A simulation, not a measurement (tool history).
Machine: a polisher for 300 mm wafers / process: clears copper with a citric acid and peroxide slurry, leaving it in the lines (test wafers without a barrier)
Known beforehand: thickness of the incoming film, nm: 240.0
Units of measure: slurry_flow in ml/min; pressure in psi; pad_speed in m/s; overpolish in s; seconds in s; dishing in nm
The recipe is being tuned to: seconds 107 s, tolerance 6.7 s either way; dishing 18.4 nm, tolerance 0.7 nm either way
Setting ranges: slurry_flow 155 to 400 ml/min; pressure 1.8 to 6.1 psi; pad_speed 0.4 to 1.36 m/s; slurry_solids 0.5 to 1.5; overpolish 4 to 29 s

run  hour  slurry_flow  pressure  pad_speed  slurry_solids  overpolish  seconds  dishing
  1     0          255       3.9       0.88              1          15   95.382   29.549
  2   6.2          255       3.9          1              1          15   85.471   33.108
  3  15.1          260       3.8          1              1          14    89.36   30.108
  4  20.8          235       3.8          1              1          14   90.881   30.139
  5  24.6          250       3.7          1              1          13   90.765   27.066
  6  31.9          250       3.7          1              1           9   94.327   19.479
  7  36.6          250       3.7          1              1           9   93.042   19.575
  8  42.7          245       3.6          1              1           9   93.003   19.058
  9  43.3          245       3.6          1              1           9   98.243   18.716
 10    49          240       3.6          1              1           9   91.894   18.795
 11  50.4          250       3.5          1              1           9   94.323   18.406
 12  56.5          240       3.5          1              1           9   98.271   18.609
 13  60.7          235       3.5          1              1           9   96.047   18.403
 14    66          235       3.4          1              1           9   102.27   17.823
 15    73          230       3.4          1              1           9   98.956   17.766

Exactly one of the 4 candidate moves below puts every result within its allowed miss. Which one?
  A    80          235       3.2       0.98            1.1          10        ?        ?
  B    80          255       3.7       0.98           0.85           9        ?        ?
  C    80          260       2.8       1.12            1.1           9        ?        ?
  D    80          240       3.4       1.04            1.1           9        ?        ?

move  seconds  dishing
   A   103.76   18.413
   B   92.318   18.663
   C   103.35   16.669
   D   92.473   18.605
A: every result within its allowed miss
B: further off than the last run
C: the worst result of the last run now meets its target, but another is out of spec
D: further off than the last run
Correct choice: A, which meets every target
